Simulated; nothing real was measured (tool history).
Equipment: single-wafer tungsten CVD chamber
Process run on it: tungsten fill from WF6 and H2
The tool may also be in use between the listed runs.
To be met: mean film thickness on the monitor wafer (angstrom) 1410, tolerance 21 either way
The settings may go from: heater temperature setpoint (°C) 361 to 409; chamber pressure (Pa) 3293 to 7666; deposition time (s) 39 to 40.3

run	hour	heater temperature setpoint (°C)	chamber pressure (Pa)	deposition time (s)	mean film thickness on the monitor wafer (angstrom)
1	0	385	5480	39	1020.5
2	1.7	387	5480	39	1062.8
3	10.3	381	5480	39	937.34
4	12.2	384	5480	39	999.83
5	15.9	384	5813	39	1016.9
6	22.9	384	6546	39	1079.2
7	29.2	386	6546	39	1110.7
8	37.2	388	6546	39	1168.5
9	45.5	389	6546	39	1191.5
10	50.9	390	6546	39	1223.3
11	53.3	391	6546	39	1252.5
12	54.5	392	6546	39	1275.9
13	62.4	393	6546	39	1292.4
14	71.4	394	6546	39	1334.5
15	79.2	395	6546	39	1371.8

4 next moves are on the table. One of them brings every result within its allowed miss. Which?
A	87	393	6546	39	?
B	87	395	6826	39.8	?
C	87	396	6146	39	?
D	87	395	5200	40.3	?

move	mean film thickness on the monitor wafer (angstrom)
A	1307.5
B	1415.9
C	1360.3
D	1290.1
A: moves away from the targets compared with the last run
B: every result within its allowed miss
C: moves away from the targets compared with the last run
D: moves away from the targets compared with the last run
Go with B: it meets all targets.

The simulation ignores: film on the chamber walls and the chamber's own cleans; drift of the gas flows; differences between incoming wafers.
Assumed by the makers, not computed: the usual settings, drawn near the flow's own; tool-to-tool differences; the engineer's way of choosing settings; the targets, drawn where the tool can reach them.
